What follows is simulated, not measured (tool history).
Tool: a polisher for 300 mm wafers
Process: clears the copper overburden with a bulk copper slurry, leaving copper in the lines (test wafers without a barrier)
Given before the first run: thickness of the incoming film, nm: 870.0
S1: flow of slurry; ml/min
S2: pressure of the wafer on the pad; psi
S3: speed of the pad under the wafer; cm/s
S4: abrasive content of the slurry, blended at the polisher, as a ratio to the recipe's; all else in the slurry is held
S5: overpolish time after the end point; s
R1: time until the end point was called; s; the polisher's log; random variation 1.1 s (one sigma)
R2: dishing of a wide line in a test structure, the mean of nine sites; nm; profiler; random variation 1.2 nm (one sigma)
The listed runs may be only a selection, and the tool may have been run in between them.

run 1 hour=0 | S1=170 S2=2.4 S3=134 S4=1 S5=24 | R1=94.327 R2=95.572
run 2 hour=2.2 | S1=170 S2=2.4 S3=146 S4=1 S5=24 | R1=86.941 R2=99.68
run 3 hour=9.4 | S1=170 S2=2.4 S3=114 S4=1 S5=24 | R1=105.7 R2=88.974
run 4 hour=13.2 | S1=170 S2=2.4 S3=114 S4=0.9 S5=24 | R1=109.23 R2=88.876
run 5 hour=16.8 | S1=170 S2=2.5 S3=114 S4=0.9 S5=24 | R1=105.46 R2=90.728
run 6 hour=18.3 | S1=170 S2=2.5 S3=114 S4=0.7 S5=24 | R1=109.37 R2=87.595
run 7 hour=22 | S1=175 S2=3.1 S3=118 S4=0.7 S5=23 | R1=85.255 R2=102.55

For run 8, what comes out?
run 8 hour=28.5 | S1=175 S2=3.2 S3=118 S4=0.7 S5=23 | R1=? R2=?

{"run 8": {"R1": 81.484, "R2": 101.73}}
